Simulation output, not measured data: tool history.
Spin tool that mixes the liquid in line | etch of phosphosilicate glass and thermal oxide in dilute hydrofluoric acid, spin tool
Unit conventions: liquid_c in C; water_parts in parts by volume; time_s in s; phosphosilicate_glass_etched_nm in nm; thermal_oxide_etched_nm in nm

run,day,liquid_c,water_parts,time_s,phosphosilicate_glass_etched_nm,thermal_oxide_etched_nm
1,0.000,22.0,185,45,18.383,0.98488
2,0.075,20.5,195,45,16.369,0.86178
3,0.383,23.0,195,45,18.229,1.01240
4,0.708,23.0,195,30,11.877,0.63263
5,0.929,23.5,195,30,12.448,0.60575
6,1.017,21.5,195,30,11.294,0.57102
7,1.354,22.5,195,30,11.795,0.61919
8,1.679,23.0,195,30,11.942,0.57296

The next listed run, before its measurement:
9,2.029,23.0,195,30,?,?

{"run 9": {"phosphosilicate_glass_etched_nm": 12.009, "thermal_oxide_etched_nm": 0.58753}}
